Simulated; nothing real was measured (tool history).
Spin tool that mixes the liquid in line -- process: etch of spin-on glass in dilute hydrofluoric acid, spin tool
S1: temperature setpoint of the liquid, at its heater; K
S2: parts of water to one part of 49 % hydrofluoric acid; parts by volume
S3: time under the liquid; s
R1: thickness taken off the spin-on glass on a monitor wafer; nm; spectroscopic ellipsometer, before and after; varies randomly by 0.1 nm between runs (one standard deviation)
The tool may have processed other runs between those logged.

{"run": 1, "day": 0.0, "S1": 298.15, "S2": 45, "S3": 15, "R1": 9.7492}
{"run": 2, "day": 0.125, "S1": 298.15, "S2": 45, "S3": 15, "R1": 9.8741}
{"run": 3, "day": 0.458, "S1": 298.15, "S2": 40, "S3": 15, "R1": 11.15}
{"run": 4, "day": 0.488, "S1": 299.15, "S2": 40, "S3": 15, "R1": 11.58}
{"run": 5, "day": 0.579, "S1": 299.15, "S2": 40, "S3": 15, "R1": 11.822}
{"run": 6, "day": 0.762, "S1": 299.15, "S2": 40, "S3": 15, "R1": 11.738}
{"run": 7, "day": 1.038, "S1": 299.65, "S2": 40, "S3": 15, "R1": 11.818}

Forecast run 8:
{"run": 8, "day": 1.246, "S1": 303.15, "S2": 40, "S3": 15, "R1": "?"}

Run 8 measured R1 13.71 nm.
